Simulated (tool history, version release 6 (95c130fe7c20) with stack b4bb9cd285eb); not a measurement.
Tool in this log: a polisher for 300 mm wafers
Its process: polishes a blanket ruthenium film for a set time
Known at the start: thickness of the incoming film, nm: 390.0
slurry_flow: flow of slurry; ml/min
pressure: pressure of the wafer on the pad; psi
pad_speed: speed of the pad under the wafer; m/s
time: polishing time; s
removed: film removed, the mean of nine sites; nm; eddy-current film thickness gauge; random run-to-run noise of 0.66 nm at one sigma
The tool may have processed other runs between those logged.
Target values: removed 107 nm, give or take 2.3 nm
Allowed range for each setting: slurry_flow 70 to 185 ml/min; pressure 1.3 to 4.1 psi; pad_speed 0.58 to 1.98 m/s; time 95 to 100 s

run    day  slurry_flow  pressure  pad_speed  time  removed
  1      0          120       2.7       1.28    95   169.39
  2  0.212          110       2.4       1.28    95   147.52
  3   0.45          100       2.2       1.28    95   135.02
  4  0.796          100       2.8       1.28    95   168.97
  5  1.096          100       2.8       1.08    95   145.24
  6  1.246           95       2.6       1.08    95   133.23
  7  1.404           90       2.5       1.08    95   127.25
  8  1.683           85       2.4       1.08    95   120.49
  9  1.738           80       2.3       1.08    95   113.56

Exactly one of the 5 candidate moves below puts every result within its allowed miss. Which one?
  A  1.792          125       1.7       1.16    97        ?
  B  1.792           95       2.5       0.88   100        ?
  C  1.792           75       1.8        1.3    95        ?
  D  1.792           95       2.4        0.9    95        ?
  E  1.792           90       2.4       0.88    95        ?

move  removed
   A   100.58
   B   109.71
   C   105.69
   D   102.37
   E   99.171
A: the result that was furthest off in the last run now lies on the other side of its target
B: an improvement on the last run, though not all results are within tolerance
C: every result lands within tolerance
D: the result that was furthest off in the last run now lies on the other side of its target
E: the result that was furthest off in the last run now lies on the other side of its target
C is the move that brings every result within its allowed miss.

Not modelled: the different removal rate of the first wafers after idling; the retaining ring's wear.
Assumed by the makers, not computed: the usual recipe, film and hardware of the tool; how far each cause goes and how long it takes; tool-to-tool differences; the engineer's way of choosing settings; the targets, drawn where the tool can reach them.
